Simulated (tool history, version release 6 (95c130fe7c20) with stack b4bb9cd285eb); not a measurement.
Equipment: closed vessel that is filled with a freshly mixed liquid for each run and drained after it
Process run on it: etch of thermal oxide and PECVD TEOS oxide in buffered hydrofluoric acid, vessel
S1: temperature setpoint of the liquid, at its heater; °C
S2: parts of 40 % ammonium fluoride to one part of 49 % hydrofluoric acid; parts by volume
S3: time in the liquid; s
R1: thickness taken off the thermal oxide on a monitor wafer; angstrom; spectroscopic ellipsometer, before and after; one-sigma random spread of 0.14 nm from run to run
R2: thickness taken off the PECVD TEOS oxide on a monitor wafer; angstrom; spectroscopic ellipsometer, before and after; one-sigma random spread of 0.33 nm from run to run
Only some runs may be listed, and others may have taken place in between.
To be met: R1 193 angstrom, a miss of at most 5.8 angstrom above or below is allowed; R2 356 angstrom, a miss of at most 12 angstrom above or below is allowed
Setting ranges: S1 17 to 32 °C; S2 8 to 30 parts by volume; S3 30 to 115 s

Run 1, hour 0: S1 24 °C, S2 22.5 parts by volume, S3 60 s. Result: R1 334.85 angstrom, R2 622.15 angstrom.
Run 2, hour 8.1: S1 27 °C, S2 22.5 parts by volume, S3 60 s. Result: R1 392.62 angstrom, R2 736.14 angstrom.
Run 3, hour 14.1: S1 24.5 °C, S2 24 parts by volume, S3 60 s. Result: R1 333.41 angstrom, R2 609.61 angstrom.
Run 4, hour 22.6: S1 23 °C, S2 25 parts by volume, S3 60 s. Result: R1 294.8 angstrom, R2 547.94 angstrom.
Run 5, hour 26.7: S1 23 °C, S2 25 parts by volume, S3 70 s. Result: R1 339.54 angstrom, R2 648.44 angstrom.
Run 6, hour 34.6: S1 21.5 °C, S2 26.5 parts by volume, S3 70 s. Result: R1 303.25 angstrom, R2 564.79 angstrom.
Run 7, hour 38.1: S1 20.5 °C, S2 27.5 parts by volume, S3 70 s. Result: R1 278.2 angstrom, R2 518.6 angstrom.
Run 8, hour 41.3: S1 19.5 °C, S2 28 parts by volume, S3 70 s. Result: R1 259.5 angstrom, R2 478.97 angstrom.
Run 9, hour 42.3: S1 17 °C, S2 30 parts by volume, S3 65 s. Result: R1 201.31 angstrom, R2 365.11 angstrom.
Run 10, hour 49.8: S1 17 °C, S2 30 parts by volume, S3 60 s. Result: R1 184.78 angstrom, R2 348.3 angstrom.

Consider the 4 candidate settings below. Which is the only one whose results all fall within their allowed miss of target?
Run A, hour 57.3: S1 17.5 °C, S2 29.5 parts by volume, S3 55 s. Result: R1 ?, R2 ?.
Run B, hour 57.3: S1 17 °C, S2 28 parts by volume, S3 55 s. Result: R1 ?, R2 ?.
Run C, hour 57.3: S1 17 °C, S2 27 parts by volume, S3 55 s. Result: R1 ?, R2 ?.
Run D, hour 57.3: S1 21.5 °C, S2 22.5 parts by volume, S3 40 s. Result: R1 ?, R2 ?.

move      R1      R2
   A  177.59  323.84
   B  178.93  326.29
   C   183.5  334.62
   D  195.24  356.03
A: further off than the last run
B: further off than the last run
C: further off than the last run
D: meets every target
The move that meets every target is D.
